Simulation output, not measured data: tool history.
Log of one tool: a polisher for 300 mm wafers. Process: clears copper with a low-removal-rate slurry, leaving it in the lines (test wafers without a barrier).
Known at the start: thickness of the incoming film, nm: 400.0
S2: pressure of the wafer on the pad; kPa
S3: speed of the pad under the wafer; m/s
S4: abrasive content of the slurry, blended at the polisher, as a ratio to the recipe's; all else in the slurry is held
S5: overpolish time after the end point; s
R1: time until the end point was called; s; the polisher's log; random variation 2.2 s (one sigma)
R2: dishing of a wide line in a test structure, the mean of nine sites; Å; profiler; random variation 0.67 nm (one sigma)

Run 1, hour 0: flow of slurry (ml/min) 295, S2 24.8 kPa, S3 1.18 m/s, S4 1, S5 22 s. Result: R1 107.84 s, R2 619.23 Å.
Run 2, hour 1.3: flow of slurry (ml/min) 295, S2 24.8 kPa, S3 1.18 m/s, S4 1.15, S5 22 s. Result: R1 104.13 s, R2 638.95 Å.
Run 3, hour 5.9: flow of slurry (ml/min) 295, S2 24.8 kPa, S3 1.36 m/s, S4 1.15, S5 22 s. Result: R1 92.522 s, R2 707.76 Å.
Run 4, hour 10.5: flow of slurry (ml/min) 295, S2 22.8 kPa, S3 1.34 m/s, S4 1.15, S5 24 s. Result: R1 102.02 s, R2 693.48 Å.
Run 5, hour 13.8: flow of slurry (ml/min) 295, S2 20.7 kPa, S3 1.34 m/s, S4 1.15, S5 26 s. Result: R1 113.66 s, R2 686.59 Å.
Run 6, hour 16.4: flow of slurry (ml/min) 295, S2 14.5 kPa, S3 1.34 m/s, S4 1.15, S5 26 s. Result: R1 159.65 s, R2 498.25 Å.
Run 7, hour 19.3: flow of slurry (ml/min) 295, S2 14.5 kPa, S3 1.34 m/s, S4 1.15, S5 26 s. Result: R1 158.54 s, R2 495.76 Å.
Run 8, hour 24.6: flow of slurry (ml/min) 295, S2 14.5 kPa, S3 1.34 m/s, S4 1.15, S5 27 s. Result: R1 156.11 s, R2 514.49 Å.
Run 9, hour 27.6: flow of slurry (ml/min) 295, S2 14.5 kPa, S3 1.34 m/s, S4 1.15, S5 28 s. Result: R1 160.47 s, R2 521.64 Å.

The next listed run, before its measurement:
Run 10, hour 30.7: flow of slurry (ml/min) 295, S2 14.5 kPa, S3 1.34 m/s, S4 1.15, S5 29 s. Result: R1 ?, R2 ?.

{"run 10": {"R1": 157.73, "R2": 555.49}}

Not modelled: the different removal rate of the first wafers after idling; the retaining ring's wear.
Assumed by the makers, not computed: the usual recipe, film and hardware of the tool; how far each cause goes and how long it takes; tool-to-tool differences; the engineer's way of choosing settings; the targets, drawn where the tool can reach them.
